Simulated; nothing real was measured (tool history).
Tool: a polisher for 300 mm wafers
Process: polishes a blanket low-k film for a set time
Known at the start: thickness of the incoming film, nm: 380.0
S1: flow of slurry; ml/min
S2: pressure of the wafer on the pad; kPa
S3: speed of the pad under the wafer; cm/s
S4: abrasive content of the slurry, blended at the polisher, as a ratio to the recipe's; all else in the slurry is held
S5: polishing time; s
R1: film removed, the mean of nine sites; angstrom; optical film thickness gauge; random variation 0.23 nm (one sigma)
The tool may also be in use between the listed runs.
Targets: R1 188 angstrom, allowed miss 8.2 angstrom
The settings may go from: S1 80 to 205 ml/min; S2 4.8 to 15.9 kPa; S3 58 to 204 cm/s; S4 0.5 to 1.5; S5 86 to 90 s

{"run": 1, "hour": 0.0, "S1": 135, "S2": 10.3, "S3": 130, "S4": 1, "S5": 86, "R1": 278.22}
{"run": 2, "hour": 3.5, "S1": 135, "S2": 9, "S3": 128, "S4": 1, "S5": 86, "R1": 248.04}
{"run": 3, "hour": 11.4, "S1": 135, "S2": 6.9, "S3": 128, "S4": 1, "S5": 86, "R1": 200.01}
{"run": 4, "hour": 13.6, "S1": 135, "S2": 6.9, "S3": 154, "S4": 1, "S5": 86, "R1": 221}
{"run": 5, "hour": 18.0, "S1": 150, "S2": 6.9, "S3": 154, "S4": 1, "S5": 86, "R1": 232.96}
{"run": 6, "hour": 22.1, "S1": 140, "S2": 6.2, "S3": 154, "S4": 1, "S5": 86, "R1": 212.08}
{"run": 7, "hour": 26.1, "S1": 135, "S2": 6.2, "S3": 154, "S4": 1, "S5": 86, "R1": 211.08}
{"run": 8, "hour": 27.8, "S1": 130, "S2": 6.2, "S3": 154, "S4": 1, "S5": 86, "R1": 209.69}

Which of these 4 next moves meets every target?
{"run": "A", "hour": 29.5, "S1": 115, "S2": 5.5, "S3": 142, "S4": 0.95, "S5": 86, "R1": "?"}
{"run": "B", "hour": 29.5, "S1": 80, "S2": 6.2, "S3": 146, "S4": 0.9, "S5": 86, "R1": "?"}
{"run": "C", "hour": 29.5, "S1": 120, "S2": 4.8, "S3": 174, "S4": 1, "S5": 86, "R1": "?"}
{"run": "D", "hour": 29.5, "S1": 150, "S2": 5.5, "S3": 168, "S4": 0.7, "S5": 86, "R1": "?"}

move=A R1=169.15
move=B R1=163.77
move=C R1=182.86
move=D R1=170.28
A: takes the result that was furthest off past its target
B: takes the result that was furthest off past its target
C: meets every target
D: takes the result that was furthest off past its target
Move C is the one to make.

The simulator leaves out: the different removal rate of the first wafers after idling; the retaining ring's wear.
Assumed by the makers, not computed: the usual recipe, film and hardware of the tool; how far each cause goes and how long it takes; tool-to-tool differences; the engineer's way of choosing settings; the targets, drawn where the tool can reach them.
